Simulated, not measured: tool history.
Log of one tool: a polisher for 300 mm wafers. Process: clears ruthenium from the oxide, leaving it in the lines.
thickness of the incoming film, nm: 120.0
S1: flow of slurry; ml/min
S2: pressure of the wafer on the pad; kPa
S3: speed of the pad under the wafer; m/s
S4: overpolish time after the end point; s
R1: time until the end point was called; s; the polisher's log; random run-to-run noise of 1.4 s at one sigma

| run | hour | S1 | S2 | S3 | S4 | R1 |
|---|---|---|---|---|---|---|
| 1 | 0.0 | 280 | 15.2 | 1.28 | 7 | 87.154 |
| 2 | 5.7 | 280 | 15.2 | 1.28 | 6 | 89.689 |
| 3 | 9.9 | 280 | 13.1 | 1.28 | 6 | 102.670 |
| 4 | 15.9 | 280 | 13.1 | 1.42 | 6 | 92.031 |
| 5 | 18.5 | 235 | 13.1 | 1.42 | 6 | 92.501 |
| 6 | 26.9 | 235 | 13.1 | 1.42 | 7 | 93.719 |
| 7 | 32.3 | 235 | 11.7 | 1.42 | 7 | 104.410 |

Expected results for the next run?
| 8 | 39.6 | 235 | 11.0 | 1.42 | 7 | ? |

R1: 109.320 s

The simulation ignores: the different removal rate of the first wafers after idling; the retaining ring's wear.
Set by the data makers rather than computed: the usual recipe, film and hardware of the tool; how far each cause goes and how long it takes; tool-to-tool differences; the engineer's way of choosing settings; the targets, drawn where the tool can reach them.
